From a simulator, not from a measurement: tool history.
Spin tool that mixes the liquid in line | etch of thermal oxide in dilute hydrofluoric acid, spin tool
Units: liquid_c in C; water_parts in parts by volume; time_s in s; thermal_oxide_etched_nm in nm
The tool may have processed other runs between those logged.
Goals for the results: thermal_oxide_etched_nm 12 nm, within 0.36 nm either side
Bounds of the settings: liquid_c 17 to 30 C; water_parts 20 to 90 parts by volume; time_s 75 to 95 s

run 1 hour=0 | liquid_c=22 water_parts=50 time_s=95 | thermal_oxide_etched_nm=7.7685
run 2 hour=1.4 | liquid_c=23.5 water_parts=50 time_s=95 | thermal_oxide_etched_nm=8.3049
run 3 hour=5.2 | liquid_c=26 water_parts=50 time_s=95 | thermal_oxide_etched_nm=9.1999
run 4 hour=8.4 | liquid_c=26.5 water_parts=50 time_s=95 | thermal_oxide_etched_nm=9.2485
run 5 hour=17.4 | liquid_c=23 water_parts=50 time_s=95 | thermal_oxide_etched_nm=8.1649
run 6 hour=25.5 | liquid_c=24.5 water_parts=50 time_s=95 | thermal_oxide_etched_nm=8.6238
run 7 hour=27.2 | liquid_c=25.5 water_parts=50 time_s=95 | thermal_oxide_etched_nm=8.894
run 8 hour=31.8 | liquid_c=29.5 water_parts=40 time_s=95 | thermal_oxide_etched_nm=13.311
run 9 hour=34.1 | liquid_c=29 water_parts=40 time_s=95 | thermal_oxide_etched_nm=12.926
run 10 hour=38.6 | liquid_c=28.5 water_parts=40 time_s=95 | thermal_oxide_etched_nm=12.511
run 11 hour=43.6 | liquid_c=28 water_parts=40 time_s=95 | thermal_oxide_etched_nm=12.516

Which of these 5 next moves meets every target?
run A hour=48.6 | liquid_c=25.5 water_parts=35 time_s=95 | thermal_oxide_etched_nm=?
run B hour=48.6 | liquid_c=30 water_parts=45 time_s=90 | thermal_oxide_etched_nm=?
run C hour=48.6 | liquid_c=28.5 water_parts=40 time_s=95 | thermal_oxide_etched_nm=?
run D hour=48.6 | liquid_c=29.5 water_parts=40 time_s=85 | thermal_oxide_etched_nm=?
run E hour=48.6 | liquid_c=28.5 water_parts=40 time_s=85 | thermal_oxide_etched_nm=?

move=A thermal_oxide_etched_nm=13.041
move=B thermal_oxide_etched_nm=11.352
move=C thermal_oxide_etched_nm=12.797
move=D thermal_oxide_etched_nm=11.917
move=E thermal_oxide_etched_nm=11.45
A: the biggest miss grows against the last run
B: takes the result that was furthest off past its target
C: the biggest miss grows against the last run
D: in spec on every target
E: takes the result that was furthest off past its target
The right move is D.
